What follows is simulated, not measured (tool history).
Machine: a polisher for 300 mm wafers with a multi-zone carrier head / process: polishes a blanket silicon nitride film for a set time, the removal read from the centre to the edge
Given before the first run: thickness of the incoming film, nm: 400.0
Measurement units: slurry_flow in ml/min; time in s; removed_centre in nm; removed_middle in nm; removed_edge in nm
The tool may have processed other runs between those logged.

Run 1, hour 0: slurry_flow 185 ml/min, centre_zone 1, middle_zone 1, edge_zone 1, time 56 s. Result: removed_centre 151.61 nm, removed_middle 147.61 nm, removed_edge 146.15 nm.
Run 2, hour 6.8: slurry_flow 215 ml/min, centre_zone 1, middle_zone 1, edge_zone 1, time 56 s. Result: removed_centre 157.88 nm, removed_middle 154.81 nm, removed_edge 149.03 nm.
Run 3, hour 8.4: slurry_flow 225 ml/min, centre_zone 1.02, middle_zone 1.04, edge_zone 1.05, time 58 s. Result: removed_centre 167.76 nm, removed_middle 162.92 nm, removed_edge 156.92 nm.
Run 4, hour 10.7: slurry_flow 225 ml/min, centre_zone 1.02, middle_zone 0.96, edge_zone 1.05, time 58 s. Result: removed_centre 165.27 nm, removed_middle 152.12 nm, removed_edge 159.13 nm.
Run 5, hour 12.2: slurry_flow 225 ml/min, centre_zone 1.02, middle_zone 0.93, edge_zone 1.05, time 58 s. Result: removed_centre 166.59 nm, removed_middle 146.94 nm, removed_edge 161.94 nm.
Run 6, hour 15.7: slurry_flow 225 ml/min, centre_zone 1.02, middle_zone 0.93, edge_zone 1.05, time 52 s. Result: removed_centre 148.53 nm, removed_middle 131.97 nm, removed_edge 139.85 nm.

What does the tool deliver on the next run?
Run 7, hour 20.2: slurry_flow 225 ml/min, centre_zone 1.03, middle_zone 0.99, edge_zone 1.05, time 56 s. Result: removed_centre ?, removed_middle ?, removed_edge ?.

removed_centre: 160.91 nm
removed_middle: 151.45 nm
removed_edge: 153.8 nm
